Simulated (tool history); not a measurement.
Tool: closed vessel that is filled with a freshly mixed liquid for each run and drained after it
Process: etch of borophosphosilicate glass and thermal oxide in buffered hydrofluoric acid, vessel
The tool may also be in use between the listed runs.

run  hour  temperature setpoint of the liquid (C)  parts of 40 % ammonium fluoride to one part of 49 % hydrofluoric acid (parts by volume)  time in the liquid (s)  thickness taken off the borophosphosilicate glass on a monitor wafer (nm)  thickness taken off the thermal oxide on a monitor wafer (nm)
  1   0.0                                    22.0                                                                                     23.5                      60                                                                     31.493                                                         31.564
  2   1.8                                    23.0                                                                                     23.0                      60                                                                     33.833                                                         33.811
  3   4.7                                    23.0                                                                                     17.5                      60                                                                     43.251                                                         42.312
  4  10.7                                    23.5                                                                                     17.5                      60                                                                     44.127                                                         43.709
  5  18.9                                    24.0                                                                                     17.5                      60                                                                     45.228                                                         44.825
  6  21.6                                    24.5                                                                                     17.5                      60                                                                     46.899                                                         46.078

Expected results for the next run?
  7  22.5                                    24.5                                                                                     17.5                      60                                                                          ?                                                              ?

thickness taken off the borophosphosilicate glass on a monitor wafer (nm): 46.631
thickness taken off the thermal oxide on a monitor wafer (nm): 45.796
